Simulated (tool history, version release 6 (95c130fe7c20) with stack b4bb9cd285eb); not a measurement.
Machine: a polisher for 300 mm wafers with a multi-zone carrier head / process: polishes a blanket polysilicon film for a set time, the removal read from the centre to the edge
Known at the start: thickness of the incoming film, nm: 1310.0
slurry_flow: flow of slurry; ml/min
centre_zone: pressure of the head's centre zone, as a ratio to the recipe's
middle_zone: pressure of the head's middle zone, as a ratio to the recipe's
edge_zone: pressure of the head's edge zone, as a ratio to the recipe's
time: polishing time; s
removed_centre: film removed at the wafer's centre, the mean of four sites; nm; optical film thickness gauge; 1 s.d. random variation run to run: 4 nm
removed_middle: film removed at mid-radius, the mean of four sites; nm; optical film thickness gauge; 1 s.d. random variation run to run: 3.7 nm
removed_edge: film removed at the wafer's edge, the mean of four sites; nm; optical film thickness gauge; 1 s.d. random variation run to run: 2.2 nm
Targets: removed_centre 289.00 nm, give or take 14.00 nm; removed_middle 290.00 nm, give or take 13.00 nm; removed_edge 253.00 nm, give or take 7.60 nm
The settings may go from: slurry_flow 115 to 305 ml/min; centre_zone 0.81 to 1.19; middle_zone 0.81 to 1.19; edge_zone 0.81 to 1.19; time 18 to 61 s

run  hour  slurry_flow  centre_zone  middle_zone  edge_zone  time  removed_centre  removed_middle  removed_edge
  1   0.0          195         1.00         1.00       1.00    39          431.27          435.35        397.54
  2   8.8          195         0.97         1.00       1.00    39          414.25          434.72        397.69
  3  11.5          195         0.97         0.95       1.00    39          418.02          426.62        394.23
  4  20.3          220         0.97         0.95       1.00    39          433.61          423.17        404.39
  5  23.6          220         0.97         0.99       1.00    39          422.26          427.77        399.64
  6  29.4          220         0.97         0.99       0.96    34          371.74          386.50        342.19
  7  30.4          225         0.97         0.96       0.94    31          344.03          341.07        316.68
     31.9  -- edge zone pressure recalibrated
  8  31.9          220         0.97         0.96       0.90    29          316.89          314.42        292.28

Consider the 4 candidate settings below. Which is the only one whose results all fall within their allowed miss of target?
  A  33.4          185         1.05         1.06       0.92    25               ?               ?             ?
  B  33.4          205         0.98         1.11       0.82    26               ?               ?             ?
  C  33.4          200         0.88         0.99       0.94    26               ?               ?             ?
  D  33.4          205         0.87         1.00       0.95    26               ?               ?             ?

move  removed_centre  removed_middle  removed_edge
   A          291.50          290.59        250.24
   B          288.20          317.79        249.64
   C          258.35          290.64        265.29
   D          256.49          293.83        267.26
A: every result within its allowed miss
B: corrects the largest miss of the last run, while another result sits out of spec
C: better than the last run, though not everything is in spec
D: better than the last run, though not everything is in spec
The right move is A.
